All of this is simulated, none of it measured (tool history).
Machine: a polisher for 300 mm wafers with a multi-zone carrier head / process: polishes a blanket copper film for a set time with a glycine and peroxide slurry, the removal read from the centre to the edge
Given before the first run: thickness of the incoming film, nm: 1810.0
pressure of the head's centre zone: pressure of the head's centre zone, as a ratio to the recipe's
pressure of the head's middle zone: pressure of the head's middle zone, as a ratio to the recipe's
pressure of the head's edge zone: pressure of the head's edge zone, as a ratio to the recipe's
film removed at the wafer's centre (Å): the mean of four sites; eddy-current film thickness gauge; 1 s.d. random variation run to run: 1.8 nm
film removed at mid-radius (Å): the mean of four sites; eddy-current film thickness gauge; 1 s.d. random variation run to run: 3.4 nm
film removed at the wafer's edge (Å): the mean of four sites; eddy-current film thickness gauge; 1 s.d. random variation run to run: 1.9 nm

run,hour,flow of slurry (ml/min),pressure of the head's centre zone,pressure of the head's middle zone,pressure of the head's edge zone,polishing time (s),film removed at the wafer's centre (Å),film removed at mid-radius (Å),film removed at the wafer's edge (Å)
1,0.0,265,1.00,1.00,1.00,31,1893.8,1855.7,1923.7
2,1.3,265,1.00,1.04,1.00,31,1894.4,1959.2,1899.1
3,10.1,265,1.00,1.04,1.00,37,2288.3,2302.2,2303.1
4,16.9,295,1.00,1.04,1.00,37,2289.7,2286.5,2311.0
5,19.4,345,1.00,1.04,1.00,37,2321.6,2358.1,2337.9
6,20.1,350,1.03,1.06,1.00,37,2386.0,2399.3,2352.9
7,24.1,350,1.06,1.08,0.99,37,2436.2,2416.1,2383.2
8,28.7,355,1.09,1.10,0.95,37,2506.4,2516.4,2293.4
9,33.8,355,1.11,1.10,0.96,37,2526.8,2536.1,2295.6

The next listed run, before its measurement:
10,38.4,360,1.12,1.10,0.97,37,?,?,?

film removed at the wafer's centre (Å): 2556.1
film removed at mid-radius (Å): 2443.4
film removed at the wafer's edge (Å): 2284.9

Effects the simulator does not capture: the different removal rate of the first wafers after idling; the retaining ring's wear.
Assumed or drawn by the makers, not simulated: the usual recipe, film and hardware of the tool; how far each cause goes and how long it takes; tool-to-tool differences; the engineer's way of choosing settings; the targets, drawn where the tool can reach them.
